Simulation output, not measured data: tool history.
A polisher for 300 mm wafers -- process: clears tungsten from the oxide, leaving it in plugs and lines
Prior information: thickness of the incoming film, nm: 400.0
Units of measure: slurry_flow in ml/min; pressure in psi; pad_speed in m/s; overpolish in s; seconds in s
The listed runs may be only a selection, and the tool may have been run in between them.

run,day,slurry_flow,pressure,pad_speed,slurry_solids,overpolish,seconds
1,0,270,4.7,1.08,1,7,66.348
2,0.083,270,4.7,1.08,1,7,65.246
3,0.412,270,4.7,0.8,1,7,88.418
4,0.608,270,5.1,0.8,1,7,82.847
5,0.762,270,4.5,0.78,1,7,96.518
6,0.883,270,4.1,0.78,1,7,106.62

What will run 7 give?
7,1.004,270,4.1,0.78,1,7,?

seconds: 104.18 s
